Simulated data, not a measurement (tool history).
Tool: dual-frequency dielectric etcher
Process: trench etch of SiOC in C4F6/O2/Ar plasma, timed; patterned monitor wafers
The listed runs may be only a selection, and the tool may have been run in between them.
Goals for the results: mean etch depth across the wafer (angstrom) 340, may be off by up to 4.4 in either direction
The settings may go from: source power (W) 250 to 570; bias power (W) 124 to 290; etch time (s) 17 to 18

run  hour  source power (W)  bias power (W)  etch time (s)  mean etch depth across the wafer (angstrom)
  1     0               410             207             17                                       390.55
  2   8.4               410             191             17                                       381.24
  3  13.7               410             191             18                                       406.34
  4  22.7               440             191             18                                       416.92
  5  27.7               490             191             18                                       427.62
  6  36.7               440             175             18                                       408.43
  7  42.7               400             162             18                                       387.84
  8    47               370             155             18                                       376.03
  9  51.3               290             142             18                                       346.68

Of the 5 settings listed for the next run, only one would bring every result within its allowed miss of target. Which one?
  A  55.6               330             157             18                                            ?
  B  55.6               280             142             18                                            ?
  C  55.6               250             205           17.5                                            ?
  D  55.6               330             127             18                                            ?
  E  55.6               310             135             18                                            ?

move  mean etch depth across the wafer (angstrom)
   A                                       364.36
   B                                       340.96
   C                                       350.66
   D                                       348.41
   E                                       346.72
A: lands further from the targets than the last run did
B: all results land within tolerance of their targets
C: lands further from the targets than the last run did
D: lands further from the targets than the last run did
E: roughly where the last run was
B meets every target.
